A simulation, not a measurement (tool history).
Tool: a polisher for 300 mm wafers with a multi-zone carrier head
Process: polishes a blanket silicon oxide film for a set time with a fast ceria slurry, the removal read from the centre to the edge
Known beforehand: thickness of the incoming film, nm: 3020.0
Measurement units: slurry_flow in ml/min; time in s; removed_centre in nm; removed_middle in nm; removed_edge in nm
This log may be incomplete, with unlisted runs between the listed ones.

| run | day | slurry_flow | centre_zone | middle_zone | edge_zone | time | removed_centre | removed_middle | removed_edge |
|---|---|---|---|---|---|---|---|---|---|
| 1 | 0 | 205 | 1 | 1 | 1 | 62 | 1163 | 1112.3 | 1140.2 |
| 2 | 0.233 | 205 | 1.05 | 1 | 1 | 62 | 1227.2 | 1125.2 | 1134.7 |
| 3 | 0.383 | 205 | 1.05 | 1 | 1.06 | 62 | 1211.4 | 1086.1 | 1168 |
| 4 | 0.458 | 205 | 1.05 | 1 | 1.1 | 62 | 1214.7 | 1136.9 | 1176.8 |
| 5 | 0.654 | 205 | 1.03 | 1.01 | 1.09 | 60 | 1151.5 | 1079.2 | 1147 |
| 6 | 1 | 200 | 1.01 | 1.02 | 1.07 | 58 | 1102.4 | 1048 | 1105.3 |
| 7 | 1.092 | 200 | 0.99 | 1.04 | 1.05 | 56 | 1052.7 | 1045.1 | 1064.7 |
| 8 | 1.367 | 200 | 0.97 | 1.05 | 1.04 | 55 | 995.77 | 1022.5 | 1046.7 |
| 9 | 1.717 | 200 | 0.96 | 1.06 | 1.02 | 54 | 984.76 | 1020 | 1005.1 |
| 10 | 1.988 | 200 | 0.95 | 1.06 | 1.01 | 53 | 972.2 | 971.15 | 979.74 |
| 11 | 2.175 | 195 | 0.93 | 1.07 | 1 | 52 | 926.55 | 970.99 | 935.77 |
| 12 | 2.488 | 190 | 0.92 | 1.07 | 1 | 52 | 917.79 | 986.55 | 944.63 |

Predict the results of run 13:
| 13 | 2.6 | 185 | 0.91 | 1.07 | 1 | 52 | ? | ? | ? |

{"run 13": {"removed_centre": 897.82, "removed_middle": 1007.1, "removed_edge": 951.78}}
